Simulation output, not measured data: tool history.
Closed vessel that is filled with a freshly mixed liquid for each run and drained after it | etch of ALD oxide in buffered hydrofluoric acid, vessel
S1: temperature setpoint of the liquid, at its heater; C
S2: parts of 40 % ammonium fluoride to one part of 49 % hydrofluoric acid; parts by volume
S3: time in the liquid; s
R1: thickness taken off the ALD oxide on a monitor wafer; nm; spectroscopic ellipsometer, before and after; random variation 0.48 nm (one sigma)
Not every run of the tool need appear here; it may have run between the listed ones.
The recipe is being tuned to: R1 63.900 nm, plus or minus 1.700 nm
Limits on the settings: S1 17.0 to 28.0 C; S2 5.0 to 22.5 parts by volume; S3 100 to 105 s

run 1 hour=0.0 | S1=20.0 S2=13.5 S3=100 | R1=79.349
run 2 hour=4.7 | S1=20.0 S2=13.5 S3=105 | R1=82.912
run 3 hour=12.0 | S1=21.5 S2=13.5 S3=105 | R1=90.475
run 4 hour=18.0 | S1=20.0 S2=14.0 S3=105 | R1=79.468
run 5 hour=23.7 | S1=23.0 S2=14.0 S3=105 | R1=95.384
run 6 hour=31.2 | S1=23.0 S2=16.0 S3=105 | R1=81.896
run 7 hour=33.1 | S1=21.5 S2=16.0 S3=105 | R1=76.237
run 8 hour=40.9 | S1=20.5 S2=16.0 S3=105 | R1=71.996

Exercise: of the 5 proposed moves below, exactly one satisfies all targets within the stated allowed misses. Which move is it?
run A hour=48.7 | S1=23.5 S2=17.0 S3=100 | R1=?
run B hour=48.7 | S1=19.0 S2=13.0 S3=100 | R1=?
run C hour=48.7 | S1=19.5 S2=17.0 S3=105 | R1=?
run D hour=48.7 | S1=20.0 S2=13.0 S3=105 | R1=?
run E hour=48.7 | S1=22.0 S2=15.5 S3=105 | R1=?

move=A R1=76.262
move=B R1=77.295
move=C R1=64.118
move=D R1=85.853
move=E R1=80.742
A: lands further from the targets than the last run did
B: lands further from the targets than the last run did
C: hits every target within its allowed miss
D: lands further from the targets than the last run did
E: lands further from the targets than the last run did
The move that meets every target is C.

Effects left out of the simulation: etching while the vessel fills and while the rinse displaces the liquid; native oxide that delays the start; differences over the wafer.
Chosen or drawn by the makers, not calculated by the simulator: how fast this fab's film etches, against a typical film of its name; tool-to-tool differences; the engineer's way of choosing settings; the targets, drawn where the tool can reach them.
